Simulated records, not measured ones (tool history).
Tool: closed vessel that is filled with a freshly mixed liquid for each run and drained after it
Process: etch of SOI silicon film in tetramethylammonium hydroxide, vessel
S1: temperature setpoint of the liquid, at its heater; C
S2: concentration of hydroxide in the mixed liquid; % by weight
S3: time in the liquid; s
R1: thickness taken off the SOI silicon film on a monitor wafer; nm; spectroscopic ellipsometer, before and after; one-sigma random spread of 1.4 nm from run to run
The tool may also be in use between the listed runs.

run,hour,S1,S2,S3,R1
1,0.0,71.0,8.0,30,282.11
2,3.5,71.0,6.5,30,298.91
3,5.3,71.0,6.0,30,307.52
4,13.9,76.5,6.0,30,419.57
5,17.6,76.5,6.0,30,414.55
6,19.9,76.5,7.5,30,394.43
7,26.7,72.0,7.5,30,308.68
8,32.1,69.0,7.5,30,259.55

Expected results for the next run?
9,40.7,62.5,7.5,30,?

Run 9 produced R1 175.09 nm.

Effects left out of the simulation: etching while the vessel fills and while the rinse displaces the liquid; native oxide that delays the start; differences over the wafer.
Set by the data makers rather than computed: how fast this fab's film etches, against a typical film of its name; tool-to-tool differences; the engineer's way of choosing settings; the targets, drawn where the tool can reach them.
